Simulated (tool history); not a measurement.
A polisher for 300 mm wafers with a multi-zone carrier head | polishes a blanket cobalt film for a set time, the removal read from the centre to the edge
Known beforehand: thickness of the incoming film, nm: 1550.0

| run | hour | flow of slurry (ml/min) | pressure of the head's centre zone | pressure of the head's middle zone | pressure of the head's edge zone | polishing time (s) | film removed at the wafer's centre (nm) | film removed at mid-radius (nm) | film removed at the wafer's edge (nm) |
|---|---|---|---|---|---|---|---|---|---|
| 1 | 0 | 225 | 1 | 1 | 1 | 78 | 278.85 | 275.87 | 270.2 |
| 2 | 7.1 | 225 | 1 | 1 | 0.94 | 78 | 275.39 | 273.59 | 268.61 |
| 3 | 7.7 | 225 | 1 | 1 | 0.9 | 78 | 276.53 | 273.71 | 266.6 |
| 4 | 16.2 | 225 | 1 | 0.92 | 0.9 | 78 | 276.33 | 252.19 | 266.58 |
| 5 | 21.1 | 225 | 1 | 0.92 | 0.81 | 78 | 274.2 | 250.21 | 252.9 |
| 6 | 26.7 | 220 | 0.99 | 0.96 | 0.81 | 75 | 261.12 | 243.74 | 237.82 |

Run 7 comes next. What will it give?
| 7 | 28.6 | 215 | 0.96 | 0.99 | 0.81 | 75 | ? | ? | ? |

film removed at the wafer's centre (nm): 253.6
film removed at mid-radius (nm): 254.61
film removed at the wafer's edge (nm): 239.42
